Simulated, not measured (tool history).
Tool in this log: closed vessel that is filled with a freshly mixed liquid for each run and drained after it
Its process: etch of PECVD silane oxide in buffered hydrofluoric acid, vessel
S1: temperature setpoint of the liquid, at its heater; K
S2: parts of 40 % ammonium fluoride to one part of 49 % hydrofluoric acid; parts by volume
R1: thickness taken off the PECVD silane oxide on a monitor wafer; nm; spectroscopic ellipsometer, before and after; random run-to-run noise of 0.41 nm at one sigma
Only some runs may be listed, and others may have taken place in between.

run 1 hour=0 | S1=295.15 S2=15 time_in_the_liquid_(s)=105 | R1=94.382
run 2 hour=4.2 | S1=295.15 S2=16.5 time_in_the_liquid_(s)=105 | R1=85.744
run 3 hour=5.1 | S1=295.15 S2=16.5 time_in_the_liquid_(s)=110 | R1=90.777
run 4 hour=11 | S1=296.15 S2=16.5 time_in_the_liquid_(s)=110 | R1=95.292
run 5 hour=19.8 | S1=296.15 S2=19 time_in_the_liquid_(s)=110 | R1=82.512
run 6 hour=28.9 | S1=297.65 S2=19 time_in_the_liquid_(s)=110 | R1=90.371
run 7 hour=35.6 | S1=298.65 S2=19 time_in_the_liquid_(s)=110 | R1=95.243
run 8 hour=44.8 | S1=299.15 S2=19 time_in_the_liquid_(s)=110 | R1=97.617

Estimate the outcome of run 9 from the log above:
run 9 hour=47 | S1=299.65 S2=19 time_in_the_liquid_(s)=110 | R1=?

For run 9 the tool returned R1 100.43 nm.
